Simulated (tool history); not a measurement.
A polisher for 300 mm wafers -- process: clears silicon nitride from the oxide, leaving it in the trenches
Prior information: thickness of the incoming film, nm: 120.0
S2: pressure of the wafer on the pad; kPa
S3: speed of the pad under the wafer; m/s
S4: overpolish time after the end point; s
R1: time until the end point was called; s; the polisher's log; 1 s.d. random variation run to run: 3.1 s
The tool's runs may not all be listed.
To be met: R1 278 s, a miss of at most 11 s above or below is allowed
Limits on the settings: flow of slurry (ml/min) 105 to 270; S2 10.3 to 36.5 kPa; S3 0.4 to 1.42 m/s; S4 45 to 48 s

Run 1, hour 0: flow of slurry (ml/min) 175, S2 23.4 kPa, S3 0.9 m/s, S4 45 s. Result: R1 129.58 s.
Run 2, hour 1.2: flow of slurry (ml/min) 175, S2 23.4 kPa, S3 1.06 m/s, S4 45 s. Result: R1 108.42 s.
Run 3, hour 3.4: flow of slurry (ml/min) 175, S2 23.4 kPa, S3 0.86 m/s, S4 45 s. Result: R1 130.46 s.
Run 4, hour 4.8: flow of slurry (ml/min) 155, S2 23.4 kPa, S3 0.86 m/s, S4 45 s. Result: R1 136.8 s.
Run 5, hour 12.6: flow of slurry (ml/min) 115, S2 23.4 kPa, S3 0.86 m/s, S4 45 s. Result: R1 140.16 s.
Run 6, hour 15.3: flow of slurry (ml/min) 115, S2 23.4 kPa, S3 0.86 m/s, S4 45 s. Result: R1 141.87 s.
Run 7, hour 23: flow of slurry (ml/min) 115, S2 20 kPa, S3 0.82 m/s, S4 45 s. Result: R1 170.95 s.
Run 8, hour 26.6: flow of slurry (ml/min) 115, S2 17.2 kPa, S3 0.8 m/s, S4 45 s. Result: R1 192.87 s.
Run 9, hour 31.7: flow of slurry (ml/min) 115, S2 15.2 kPa, S3 0.78 m/s, S4 45 s. Result: R1 217.74 s.
Run 10, hour 38: flow of slurry (ml/min) 115, S2 13.8 kPa, S3 0.76 m/s, S4 45 s. Result: R1 238.71 s.
Run 11, hour 43.3: flow of slurry (ml/min) 115, S2 13.1 kPa, S3 0.76 m/s, S4 45 s. Result: R1 250.09 s.
Run 12, hour 45.1: flow of slurry (ml/min) 115, S2 10.3 kPa, S3 0.76 m/s, S4 45 s. Result: R1 292 s.

Consider the 5 candidate settings below. Which is the only one whose results all fall within their allowed miss of target?
Run A, hour 46.9: flow of slurry (ml/min) 150, S2 10.3 kPa, S3 0.78 m/s, S4 48 s. Result: R1 ?.
Run B, hour 46.9: flow of slurry (ml/min) 120, S2 10.3 kPa, S3 0.72 m/s, S4 45 s. Result: R1 ?.
Run C, hour 46.9: flow of slurry (ml/min) 105, S2 12.4 kPa, S3 0.66 m/s, S4 45 s. Result: R1 ?.
Run D, hour 46.9: flow of slurry (ml/min) 105, S2 10.3 kPa, S3 0.72 m/s, S4 48 s. Result: R1 ?.
Run E, hour 46.9: flow of slurry (ml/min) 115, S2 11 kPa, S3 0.68 m/s, S4 45 s. Result: R1 ?.

move      R1
   A  276.75
   B  306.83
   C  298.14
   D  314.12
   E  310.48
A: in spec on every target
B: the biggest miss grows against the last run
C: the biggest miss grows against the last run
D: the biggest miss grows against the last run
E: the biggest miss grows against the last run
Answer: A
